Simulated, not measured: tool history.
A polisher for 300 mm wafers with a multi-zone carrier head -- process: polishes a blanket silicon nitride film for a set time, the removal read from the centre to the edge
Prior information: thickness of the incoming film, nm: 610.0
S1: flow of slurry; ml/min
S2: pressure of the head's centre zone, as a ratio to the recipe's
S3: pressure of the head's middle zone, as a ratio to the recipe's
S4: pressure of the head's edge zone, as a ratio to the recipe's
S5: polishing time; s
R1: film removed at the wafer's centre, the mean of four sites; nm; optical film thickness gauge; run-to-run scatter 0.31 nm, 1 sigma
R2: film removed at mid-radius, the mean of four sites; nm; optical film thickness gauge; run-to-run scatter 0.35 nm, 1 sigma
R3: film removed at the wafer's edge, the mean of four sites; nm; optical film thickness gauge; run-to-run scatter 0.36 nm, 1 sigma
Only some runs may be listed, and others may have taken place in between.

run  hour   S1    S2    S3    S4  S5      R1      R2      R3
  1     0  125     1     1     1  42  96.605  93.622  92.599
  2   4.1  115  0.96  0.99  0.95  36  78.614    77.9  77.086
  3   7.1  115  0.96  1.03  0.95  36  78.535  80.972  76.205
  4  10.5  115     1  1.03  0.95  36    81.7  80.675  76.499
  5    19  110  0.96  1.02  0.92  32  68.088  70.127  67.505
  6  26.6  110  0.96  0.95  0.92  32  69.248  67.014   66.52
  7  34.5   90  0.86  0.95  0.82  20  36.864  40.528  38.541
  8  37.4  115  0.86  0.95  0.85  20  38.683  42.134  40.011
  9  43.9  115  0.88  0.98  0.89  20  39.833   42.84  41.556
 10  52.6  130  0.89  1.02  0.93  20  40.742  45.279  42.756

Run 11 comes next. What will it give?
 11  60.3  135  0.91  1.04  0.96  20   ?   ?   ?

R1: 42.006 nm
R2: 47.025 nm
R3: 43.522 nm

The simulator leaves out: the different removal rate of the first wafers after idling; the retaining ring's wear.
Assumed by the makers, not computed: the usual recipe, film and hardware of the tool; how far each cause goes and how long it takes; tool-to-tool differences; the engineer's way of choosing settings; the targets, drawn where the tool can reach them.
